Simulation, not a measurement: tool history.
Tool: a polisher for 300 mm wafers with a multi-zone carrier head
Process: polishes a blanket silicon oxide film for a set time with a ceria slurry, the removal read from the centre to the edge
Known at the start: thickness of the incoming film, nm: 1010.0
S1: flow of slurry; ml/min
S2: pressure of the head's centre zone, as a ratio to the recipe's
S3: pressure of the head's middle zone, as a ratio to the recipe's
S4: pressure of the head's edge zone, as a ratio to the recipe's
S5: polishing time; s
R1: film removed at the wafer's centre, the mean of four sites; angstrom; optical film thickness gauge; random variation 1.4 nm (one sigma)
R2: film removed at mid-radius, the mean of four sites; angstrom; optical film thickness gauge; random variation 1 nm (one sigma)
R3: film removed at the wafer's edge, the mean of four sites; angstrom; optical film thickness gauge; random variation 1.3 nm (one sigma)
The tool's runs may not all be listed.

run    day   S1    S2    S3    S4  S5      R1      R2      R3
  1      0  305     1     1     1  49  2346.6  2366.4  2399.7
  2  0.108  305  1.06     1     1  49  2505.1  2358.6  2385.3
  3  0.362  305  1.06     1     1  56  2879.9  2682.1  2780.5
  4  0.733  305  1.06     1     1  44  2268.7  2151.5  2168.1
  5    0.9  275  1.06     1     1  44  2226.9  2103.7  2157.8
  6  0.967  275  1.06     1  0.96  44  2240.1  2106.5  2081.4
  7  1.125  240  0.96  0.99  0.86  30  1347.7    1407    1376
  8  1.288  235  0.94  1.01  0.85  30  1327.3  1428.3    1339
  9  1.388  230  0.92  1.02  0.86  30  1321.4  1429.8  1356.2
 10  1.658  235  0.89  1.03  0.86  30    1246  1460.1  1380.3
 11  1.867  230  0.88  1.03  0.85  30  1232.1  1437.7  1383.2

Forecast run 12:
 12    2  225  0.88  1.04  0.84  30   ?   ?   ?

R1: 1214.2 angstrom
R2: 1479.8 angstrom
R3: 1359.9 angstrom

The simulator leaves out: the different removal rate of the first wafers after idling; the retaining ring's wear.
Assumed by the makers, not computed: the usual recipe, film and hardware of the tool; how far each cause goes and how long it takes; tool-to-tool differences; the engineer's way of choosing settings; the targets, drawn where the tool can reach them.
